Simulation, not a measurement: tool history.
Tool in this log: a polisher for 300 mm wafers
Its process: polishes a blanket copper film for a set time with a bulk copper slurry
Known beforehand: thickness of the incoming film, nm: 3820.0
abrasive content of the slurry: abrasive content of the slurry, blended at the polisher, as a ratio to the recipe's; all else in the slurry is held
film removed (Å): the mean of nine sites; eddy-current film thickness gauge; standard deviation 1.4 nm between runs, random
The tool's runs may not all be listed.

run  hour  flow of slurry (ml/min)  pressure of the wafer on the pad (psi)  speed of the pad under the wafer (m/s)  abrasive content of the slurry  polishing time (s)  film removed (Å)
  1   0.0                      275                                     1.6                                    1.24                             1.0                  50            2790.9
  2   4.2                      270                                     1.5                                    1.24                             1.0                  50            2632.5
  3   9.3                      270                                     1.5                                    1.24                             1.0                  44            2300.7
  4  10.3                      260                                     1.5                                    1.24                             1.0                  44            2281.4
  5  16.3                      245                                     1.5                                    1.24                             1.0                  44            2276.9
  6  18.9                      245                                     1.5                                    1.42                             1.0                  44            2619.3
  7  23.6                      225                                     1.4                                    1.42                             1.0                  44            2385.8
  8  31.7                      210                                     1.4                                    1.42                             1.0                  44            2404.8
  9  35.7                      205                                     1.3                                    1.42                             1.0                  44            2233.2
 10  39.0                      195                                     1.3                                    1.42                             1.0                  44            2223.1

For run 11, what comes out?
 11  47.8                      190                                     1.2                                    1.42                             1.0                  44                 ?

Logged for run 11: film removed (Å) 2055.7.

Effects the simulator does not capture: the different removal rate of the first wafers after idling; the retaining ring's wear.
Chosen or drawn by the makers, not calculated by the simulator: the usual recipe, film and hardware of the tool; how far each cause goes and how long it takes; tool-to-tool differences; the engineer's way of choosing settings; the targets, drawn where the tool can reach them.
